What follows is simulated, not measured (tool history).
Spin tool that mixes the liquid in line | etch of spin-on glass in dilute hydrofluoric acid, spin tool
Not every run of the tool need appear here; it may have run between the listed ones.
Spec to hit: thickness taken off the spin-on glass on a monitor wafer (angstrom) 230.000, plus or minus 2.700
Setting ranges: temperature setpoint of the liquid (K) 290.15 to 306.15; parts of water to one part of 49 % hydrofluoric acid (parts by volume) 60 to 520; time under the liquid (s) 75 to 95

run  hour  temperature setpoint of the liquid (K)  parts of water to one part of 49 % hydrofluoric acid (parts by volume)  time under the liquid (s)  thickness taken off the spin-on glass on a monitor wafer (angstrom)
  1   0.0                                  298.15                                                                     290                         95                                                               66.497
  2   7.5                                  298.15                                                                     290                         95                                                               66.349
  3  10.1                                  298.15                                                                     290                         95                                                               66.674
  4  16.2                                  300.65                                                                     220                         95                                                              103.630
  5  18.7                                  302.15                                                                     185                         95                                                              134.930
  6  22.6                                  302.15                                                                      85                         95                                                              332.850
  7  25.9                                  302.65                                                                     100                         95                                                              284.760
  8  34.7                                  302.65                                                                     110                         95                                                              255.310

Consider the 5 candidate settings below. Which is the only one whose results all fall within their allowed miss of target?
  A  43.5                                  303.65                                                                     115                         85                                                                    ?
  B  43.5                                  299.15                                                                     105                         90                                                                    ?
  C  43.5                                  305.15                                                                     130                         95                                                                    ?
  D  43.5                                  302.15                                                                     115                         95                                                                    ?
  E  43.5                                  306.15                                                                     110                         80                                                                    ?

move  thickness taken off the spin-on glass on a monitor wafer (angstrom)
   A                                                              225.520
   B                                                              223.590
   C                                                              230.550
   D                                                              238.410
   E                                                              244.840
A: takes the biggest miss from the last run beyond its target
B: takes the biggest miss from the last run beyond its target
C: each result inside its tolerance
D: nearer than the last run, and not there yet
E: nearer than the last run, and not there yet
Go with C: it meets all targets.
